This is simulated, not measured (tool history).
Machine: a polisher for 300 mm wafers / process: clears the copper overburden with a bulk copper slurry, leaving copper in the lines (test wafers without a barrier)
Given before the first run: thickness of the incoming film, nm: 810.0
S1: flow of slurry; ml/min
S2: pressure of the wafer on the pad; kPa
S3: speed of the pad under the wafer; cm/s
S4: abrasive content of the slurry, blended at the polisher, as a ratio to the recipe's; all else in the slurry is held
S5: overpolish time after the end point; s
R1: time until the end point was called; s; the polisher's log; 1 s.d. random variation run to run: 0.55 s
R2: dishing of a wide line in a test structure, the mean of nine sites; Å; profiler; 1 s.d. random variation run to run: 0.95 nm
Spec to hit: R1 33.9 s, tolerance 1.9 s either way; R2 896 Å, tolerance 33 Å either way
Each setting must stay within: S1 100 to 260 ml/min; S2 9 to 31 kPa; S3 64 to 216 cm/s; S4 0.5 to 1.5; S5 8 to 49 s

run 1 hour=0 | S1=165 S2=20 S3=140 S4=1 S5=25 | R1=50.85 R2=1253.1
run 2 hour=8.9 | S1=180 S2=18.6 S3=152 S4=1.1 S5=22 | R1=46.341 R2=1266.6
run 3 hour=15.8 | S1=165 S2=18.6 S3=162 S4=1 S5=20 | R1=45.276 R2=1209
run 4 hour=16.4 | S1=155 S2=18.6 S3=170 S4=0.9 S5=18 | R1=45.736 R2=1170.2
run 5 hour=21.6 | S1=145 S2=17.9 S3=178 S4=0.95 S5=16 | R1=44.203 R2=1102.9
run 6 hour=22.3 | S1=140 S2=17.2 S3=184 S4=1.05 S5=15 | R1=43.806 R2=1063.2
run 7 hour=31 | S1=135 S2=17.2 S3=190 S4=1.1 S5=14 | R1=42.781 R2=1057.7
run 8 hour=37.4 | S1=130 S2=17.2 S3=194 S4=1.15 S5=13 | R1=42.189 R2=1009.9
run 9 hour=45.1 | S1=125 S2=17.2 S3=198 S4=1.2 S5=12 | R1=40.523 R2=1007.6
run 10 hour=48.8 | S1=175 S2=12.4 S3=216 S4=1.45 S5=8 | R1=39.885 R2=770.61
run 11 hour=56.7 | S1=175 S2=13.1 S3=216 S4=1.45 S5=8 | R1=38.733 R2=798.78
run 12 hour=63.6 | S1=175 S2=13.8 S3=216 S4=1.45 S5=8 | R1=38.194 R2=798.92
run 13 hour=68.9 | S1=180 S2=17.2 S3=214 S4=1.45 S5=12 | R1=33.519 R2=1087.2
run 14 hour=77.1 | S1=180 S2=17.2 S3=214 S4=1.45 S5=12 | R1=33.306 R2=1094.6
run 15 hour=83.8 | S1=190 S2=16.5 S3=214 S4=1.45 S5=11 | R1=33.612 R2=1040.3
-- hour=89.5 slurry nozzle cleaned
run 16 hour=89.5 | S1=190 S2=16.5 S3=214 S4=1.45 S5=11 | R1=32.994 R2=1066.7
run 17 hour=98.1 | S1=195 S2=15.9 S3=214 S4=1.45 S5=11 | R1=34.494 R2=1044.7

Which single option among these 5 for the next run brings every result within its allowed miss of target? Just one does.
run A hour=106.7 | S1=195 S2=11.7 S3=214 S4=1.45 S5=9 | R1=? R2=?
run B hour=106.7 | S1=175 S2=20 S3=188 S4=1.5 S5=8 | R1=? R2=?
run C hour=106.7 | S1=165 S2=13.8 S3=206 S4=1.5 S5=10 | R1=? R2=?
run D hour=106.7 | S1=190 S2=15.9 S3=192 S4=1.5 S5=8 | R1=? R2=?
run E hour=106.7 | S1=200 S2=13.8 S3=204 S4=1.3 S5=12 | R1=? R2=?

move=A R1=39.676 R2=829.75
move=B R1=34.218 R2=885.83
move=C R1=38.832 R2=906.3
move=D R1=37.787 R2=815.49
move=E R1=38.995 R2=996.54
A: carries the result that was furthest off beyond its target, to the other side
B: meets every target
C: meets the target for the result that was furthest off, but another lies outside its allowed miss
D: carries the result that was furthest off beyond its target, to the other side
E: closer than the last run, but not yet in spec
So the answer is move B, the one that meets all the targets.

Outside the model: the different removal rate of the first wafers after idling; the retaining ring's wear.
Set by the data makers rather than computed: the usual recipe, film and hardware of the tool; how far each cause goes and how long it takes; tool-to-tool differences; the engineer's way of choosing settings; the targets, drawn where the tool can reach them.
